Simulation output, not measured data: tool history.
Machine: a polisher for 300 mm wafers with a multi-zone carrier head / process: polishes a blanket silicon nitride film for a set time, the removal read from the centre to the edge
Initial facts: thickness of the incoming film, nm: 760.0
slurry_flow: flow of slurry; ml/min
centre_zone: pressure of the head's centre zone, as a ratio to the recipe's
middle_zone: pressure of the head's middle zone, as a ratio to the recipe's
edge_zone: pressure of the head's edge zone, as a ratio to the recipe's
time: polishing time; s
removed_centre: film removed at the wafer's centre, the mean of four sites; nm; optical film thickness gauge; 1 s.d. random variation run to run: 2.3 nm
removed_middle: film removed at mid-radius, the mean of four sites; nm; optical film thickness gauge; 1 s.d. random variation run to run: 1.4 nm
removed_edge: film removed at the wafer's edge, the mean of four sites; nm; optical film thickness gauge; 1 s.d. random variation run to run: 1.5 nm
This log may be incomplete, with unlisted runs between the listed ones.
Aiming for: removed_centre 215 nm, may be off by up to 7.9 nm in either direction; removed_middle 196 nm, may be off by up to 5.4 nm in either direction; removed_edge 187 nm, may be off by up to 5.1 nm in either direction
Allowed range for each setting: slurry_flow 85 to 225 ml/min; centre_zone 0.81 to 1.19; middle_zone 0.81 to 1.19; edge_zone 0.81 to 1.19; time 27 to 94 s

| run | hour | slurry_flow | centre_zone | middle_zone | edge_zone | time | removed_centre | removed_middle | removed_edge |
|---|---|---|---|---|---|---|---|---|---|
| 1 | 0 | 145 | 1 | 1 | 1 | 60 | 131.02 | 140.79 | 142.15 |
| 2 | 6.3 | 160 | 1.04 | 1.01 | 1.01 | 62 | 142.09 | 150.47 | 148.57 |
| 3 | 11.2 | 160 | 0.97 | 1.01 | 1.01 | 62 | 140.57 | 149.55 | 148.28 |
| 4 | 15.3 | 160 | 0.97 | 1.01 | 1.07 | 62 | 135.9 | 151.28 | 153.7 |
| 5 | 16.4 | 160 | 0.97 | 0.92 | 1.07 | 62 | 138.78 | 139.26 | 154.1 |
| 6 | 22 | 160 | 0.97 | 0.92 | 1.15 | 62 | 138.43 | 141.72 | 158.54 |
|  | 28.5 | centre zone pressure recalibrated |
| 7 | 28.5 | 170 | 1.01 | 0.94 | 1.13 | 64 | 152.64 | 149.53 | 163.78 |
| 8 | 29.1 | 180 | 1.04 | 0.96 | 1.13 | 65 | 161.78 | 155.28 | 168.17 |
| 9 | 37.1 | 190 | 1.07 | 0.99 | 1.12 | 66 | 169.89 | 160.05 | 168.87 |
| 10 | 42.7 | 195 | 1.09 | 1.01 | 1.12 | 67 | 172.37 | 168.06 | 173.79 |

Exactly one of the 5 candidate moves below puts every result within its allowed miss. Which one?
| A | 48.3 | 225 | 1.19 | 1.02 | 0.97 | 76 | ? | ? | ? |
| B | 48.3 | 225 | 1.13 | 1.01 | 1.01 | 74 | ? | ? | ? |
| C | 48.3 | 220 | 1.19 | 0.92 | 0.97 | 82 | ? | ? | ? |
| D | 48.3 | 155 | 0.86 | 0.85 | 1.19 | 71 | ? | ? | ? |
| E | 48.3 | 225 | 1.14 | 0.98 | 1.03 | 78 | ? | ? | ? |

| move | removed_centre | removed_middle | removed_edge |
|---|---|---|---|
| A | 208.82 | 196.7 | 188.27 |
| B | 196.66 | 189.96 | 186.61 |
| C | 224.4 | 194.03 | 202.95 |
| D | 149.29 | 148.67 | 185.1 |
| E | 208.42 | 195.19 | 198.49 |
A: each result inside its tolerance
B: nearer than the last run, and not there yet
C: moves the result that the last run missed by most past its target, out the other side
D: lands further from the targets than the last run did
E: the worst result of the last run now meets its target, but another is out of spec
The move that meets every target is A.
